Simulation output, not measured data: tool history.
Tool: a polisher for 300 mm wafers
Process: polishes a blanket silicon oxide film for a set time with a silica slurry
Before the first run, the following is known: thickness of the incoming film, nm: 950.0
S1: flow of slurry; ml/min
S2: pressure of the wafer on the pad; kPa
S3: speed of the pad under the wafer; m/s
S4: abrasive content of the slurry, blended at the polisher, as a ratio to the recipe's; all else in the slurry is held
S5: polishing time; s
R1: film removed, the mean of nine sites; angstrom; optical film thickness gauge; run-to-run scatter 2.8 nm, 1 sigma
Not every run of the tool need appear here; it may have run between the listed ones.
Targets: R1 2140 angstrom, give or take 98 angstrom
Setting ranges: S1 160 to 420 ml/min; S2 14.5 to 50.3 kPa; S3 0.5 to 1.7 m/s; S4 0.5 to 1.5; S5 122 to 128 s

run	hour	S1	S2	S3	S4	S5	R1
1	0	270	32.4	1.1	1	122	3799
2	0.8	270	28.3	1.08	1	122	3289
3	5.5	270	28.3	1.08	1	122	3296.5
4	14.4	270	25.5	1.08	1	122	3007.4
5	21.8	270	23.4	1.08	1	122	2663.5
6	25.7	270	22.1	1.08	1	122	2589.2
7	30.6	270	14.5	1.06	1	122	1724.7
8	33.9	270	15.2	1.06	1	122	1796.2
9	35.5	270	15.2	1.06	1	122	1740.5
10	41.6	270	15.9	1.06	1	122	1904.4

Which of these 4 next moves meets every target?
A	47.7	305	14.5	1.36	1.05	122	?
B	47.7	290	15.9	0.94	1	127	?
C	47.7	195	18.6	0.9	1	123	?
D	47.7	280	15.2	0.86	1.1	124	?

move	R1
A	2180.6
B	1780.2
C	1869.3
D	1635.9
A: in spec on every target
B: moves away from the targets compared with the last run
C: moves away from the targets compared with the last run
D: moves away from the targets compared with the last run
A meets every target.
